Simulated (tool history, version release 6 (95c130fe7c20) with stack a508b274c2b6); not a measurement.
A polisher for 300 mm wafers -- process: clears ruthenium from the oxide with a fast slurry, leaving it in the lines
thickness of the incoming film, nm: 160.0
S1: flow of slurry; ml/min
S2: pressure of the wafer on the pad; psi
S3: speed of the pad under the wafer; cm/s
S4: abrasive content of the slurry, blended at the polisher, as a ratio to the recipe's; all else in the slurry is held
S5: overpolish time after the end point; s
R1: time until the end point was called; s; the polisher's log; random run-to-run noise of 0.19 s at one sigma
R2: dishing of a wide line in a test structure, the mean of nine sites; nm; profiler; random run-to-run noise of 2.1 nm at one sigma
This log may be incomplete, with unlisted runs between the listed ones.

run	hour	S1	S2	S3	S4	S5	R1	R2
1	0.0	190	3.4	116	1.00	25	24.713	112.67
2	8.7	225	3.4	116	1.00	25	23.497	113.61
3	14.6	225	4.1	116	1.00	25	20.470	126.80
4	16.1	225	4.1	116	1.15	25	19.028	132.38
5	20.7	225	4.2	116	1.15	27	18.752	138.70
# hour 26.4: head pressure recalibrated
6	26.4	230	4.3	116	1.15	29	16.725	160.74
7	27.6	190	4.2	116	1.15	30	17.832	164.51

Run 8, settings as shown, results not yet in. Your forecast:
8	30.0	195	4.2	116	1.15	29	?	?

{"run 8": {"R1": 17.247, "R2": 157.22}}

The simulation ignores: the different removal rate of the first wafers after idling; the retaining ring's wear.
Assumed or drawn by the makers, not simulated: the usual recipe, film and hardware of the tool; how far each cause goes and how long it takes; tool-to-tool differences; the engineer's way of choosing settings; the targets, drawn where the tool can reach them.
